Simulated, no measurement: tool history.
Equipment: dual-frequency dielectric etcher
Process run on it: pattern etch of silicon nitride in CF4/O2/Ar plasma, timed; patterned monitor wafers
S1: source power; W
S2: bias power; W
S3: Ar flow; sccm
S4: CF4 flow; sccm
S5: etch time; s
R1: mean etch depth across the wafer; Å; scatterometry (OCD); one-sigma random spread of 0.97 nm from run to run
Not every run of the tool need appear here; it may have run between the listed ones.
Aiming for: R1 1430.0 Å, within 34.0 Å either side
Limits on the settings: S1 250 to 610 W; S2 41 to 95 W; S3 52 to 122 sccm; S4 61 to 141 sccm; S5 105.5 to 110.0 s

run 1 hour=0.0 | S1=430 S2=68 S3=87 S4=101 S5=105.5 | R1=1991.0
run 2 hour=4.0 | S1=380 S2=67 S3=87 S4=101 S5=105.5 | R1=1735.1
run 3 hour=8.8 | S1=360 S2=67 S3=87 S4=101 S5=105.5 | R1=1628.0
run 4 hour=17.5 | S1=360 S2=67 S3=87 S4=101 S5=105.5 | R1=1629.0
run 5 hour=18.5 | S1=350 S2=67 S3=87 S4=101 S5=105.5 | R1=1564.9
run 6 hour=20.6 | S1=350 S2=67 S3=87 S4=110 S5=105.5 | R1=1593.3
run 7 hour=29.1 | S1=340 S2=67 S3=87 S4=110 S5=105.5 | R1=1559.9
run 8 hour=32.7 | S1=330 S2=67 S3=87 S4=110 S5=105.5 | R1=1496.8

Below are 4 possible settings for the next run. Only one of them brings all results inside the allowed miss of their targets. Which is it?
run A hour=36.3 | S1=340 S2=72 S3=89 S4=113 S5=105.5 | R1=?
run B hour=36.3 | S1=350 S2=56 S3=81 S4=114 S5=106.5 | R1=?
run C hour=36.3 | S1=330 S2=66 S3=95 S4=111 S5=108.0 | R1=?
run D hour=36.3 | S1=340 S2=59 S3=106 S4=113 S5=105.5 | R1=?

move=A R1=1577.8
move=B R1=1516.5
move=C R1=1497.3
move=D R1=1432.5
A: misses by more than the last run did
B: misses by more than the last run did
C: roughly where the last run was
D: each result inside its tolerance
Go with D: it meets all targets.

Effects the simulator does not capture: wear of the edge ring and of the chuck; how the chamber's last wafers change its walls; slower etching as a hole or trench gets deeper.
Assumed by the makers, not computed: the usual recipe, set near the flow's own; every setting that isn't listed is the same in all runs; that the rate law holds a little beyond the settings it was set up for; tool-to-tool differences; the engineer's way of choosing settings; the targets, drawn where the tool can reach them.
